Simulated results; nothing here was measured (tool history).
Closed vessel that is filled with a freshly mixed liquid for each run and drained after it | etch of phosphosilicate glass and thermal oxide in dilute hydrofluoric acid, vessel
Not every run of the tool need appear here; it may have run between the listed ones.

run	hour	temperature setpoint of the liquid (C)	parts of water to one part of 49 % hydrofluoric acid (parts by volume)	time in the liquid (s)	thickness taken off the phosphosilicate glass on a monitor wafer (angstrom)	thickness taken off the thermal oxide on a monitor wafer (angstrom)
1	0.0	23.0	95	60	1082.20	29.666
2	1.5	23.5	95	60	1095.30	30.404
3	7.0	24.0	95	60	1106.70	30.381
4	7.9	24.0	95	50	927.94	25.102
5	11.0	24.0	95	30	558.09	15.380
6	18.3	24.0	95	30	554.62	15.446
7	24.7	25.0	90	30	621.92	17.013
8	33.9	25.5	85	30	666.68	18.341
9	36.9	26.0	80	30	726.56	19.795
10	42.5	26.5	75	30	801.04	21.858
11	47.3	30.5	50	30	1436.50	39.933
12	52.8	30.0	50	30	1430.20	39.401

Expected results for the next run?
13	61.5	29.5	50	30	?	?

thickness taken off the phosphosilicate glass on a monitor wafer (angstrom): 1405.70
thickness taken off the thermal oxide on a monitor wafer (angstrom): 38.427
